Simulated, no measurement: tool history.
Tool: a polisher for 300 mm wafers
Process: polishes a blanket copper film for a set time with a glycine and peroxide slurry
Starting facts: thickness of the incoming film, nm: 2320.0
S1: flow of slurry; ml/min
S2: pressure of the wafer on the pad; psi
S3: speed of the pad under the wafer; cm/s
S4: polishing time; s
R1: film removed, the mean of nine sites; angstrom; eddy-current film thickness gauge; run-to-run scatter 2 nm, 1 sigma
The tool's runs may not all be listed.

run  hour   S1   S2   S3  S4      R1
  1     0  150  3.2  130  47  3060.2
  2   2.9  150  3.2  130  49  3254.5
  3   5.2  145  2.8  128  49  2852.3
  4  14.1  140  2.5  128  49    2644
  5  18.1  140  2.5  106  49  2267.9
  6    25  125  2.5  106  49  2202.2
  7  26.5  120  2.4  106  49  2089.1
  8  33.9  115  2.4  106  49  2096.9
  9  35.8  110  2.4  106  49  2077.2

The next listed run, before its measurement:
 10  36.6  105  2.4  106  49   ?

Run 10 came out at R1 2023.3 angstrom.

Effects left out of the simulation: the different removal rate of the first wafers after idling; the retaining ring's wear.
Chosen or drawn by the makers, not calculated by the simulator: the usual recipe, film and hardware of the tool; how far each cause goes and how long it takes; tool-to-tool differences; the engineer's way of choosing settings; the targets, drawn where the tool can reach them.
